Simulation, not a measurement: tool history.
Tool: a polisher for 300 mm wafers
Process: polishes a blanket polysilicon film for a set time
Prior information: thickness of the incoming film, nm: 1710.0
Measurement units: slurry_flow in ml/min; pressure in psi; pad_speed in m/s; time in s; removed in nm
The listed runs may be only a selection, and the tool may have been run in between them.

{"run": 1, "hour": 0.0, "slurry_flow": 150, "pressure": 1.8, "pad_speed": 0.82, "time": 21, "removed": 101.87}
{"run": 2, "hour": 8.7, "slurry_flow": 150, "pressure": 1.8, "pad_speed": 0.82, "time": 21, "removed": 100.14}
{"run": 3, "hour": 14.0, "slurry_flow": 155, "pressure": 1.9, "pad_speed": 0.82, "time": 21, "removed": 107.44}
{"run": 4, "hour": 20.1, "slurry_flow": 155, "pressure": 1.9, "pad_speed": 0.72, "time": 21, "removed": 95.202}
{"run": 5, "hour": 25.4, "slurry_flow": 155, "pressure": 1.9, "pad_speed": 0.72, "time": 18, "removed": 81.352}
{"run": 6, "hour": 29.7, "slurry_flow": 155, "pressure": 2, "pad_speed": 0.72, "time": 18, "removed": 85.913}
{"run": 7, "hour": 35.3, "slurry_flow": 160, "pressure": 2.1, "pad_speed": 0.72, "time": 18, "removed": 88.392}
{"run": 8, "hour": 42.7, "slurry_flow": 160, "pressure": 2.2, "pad_speed": 0.74, "time": 18, "removed": 96.078}

What does the tool deliver on the next run?
{"run": 9, "hour": 46.2, "slurry_flow": 160, "pressure": 2.2, "pad_speed": 0.74, "time": 18, "removed": "?"}

Logged for run 9: removed 97.737 nm.
